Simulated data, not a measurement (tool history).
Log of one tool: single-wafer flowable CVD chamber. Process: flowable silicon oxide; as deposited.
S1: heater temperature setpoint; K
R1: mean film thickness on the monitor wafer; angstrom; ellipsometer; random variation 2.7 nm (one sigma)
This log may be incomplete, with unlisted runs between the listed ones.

Run 1, day 0: S1 378.15 K, chamber pressure (Pa) 136, RF power (kW) 2.685, deposition time (s) 461. Result: R1 3500.8 angstrom.
Run 2, day 0.225: S1 378.15 K, chamber pressure (Pa) 136, RF power (kW) 2.365, deposition time (s) 461. Result: R1 3450.1 angstrom.
Run 3, day 0.388: S1 371.15 K, chamber pressure (Pa) 136, RF power (kW) 2.365, deposition time (s) 461. Result: R1 4255.2 angstrom.
Run 4, day 0.525: S1 367.15 K, chamber pressure (Pa) 136, RF power (kW) 2.365, deposition time (s) 461. Result: R1 4784.5 angstrom.
Run 5, day 0.708: S1 364.15 K, chamber pressure (Pa) 136, RF power (kW) 2.365, deposition time (s) 461. Result: R1 5219.7 angstrom.
Run 6, day 0.846: S1 372.15 K, chamber pressure (Pa) 136, RF power (kW) 2.365, deposition time (s) 461. Result: R1 4109 angstrom.
Run 7, day 0.933: S1 367.15 K, chamber pressure (Pa) 136, RF power (kW) 2.365, deposition time (s) 461. Result: R1 4737.5 angstrom.

Run 8, settings as shown, results not yet in. Your forecast:
Run 8, day 1.05: S1 364.15 K, chamber pressure (Pa) 136, RF power (kW) 2.365, deposition time (s) 461. Result: R1 ?.

R1: 5195.6 angstrom
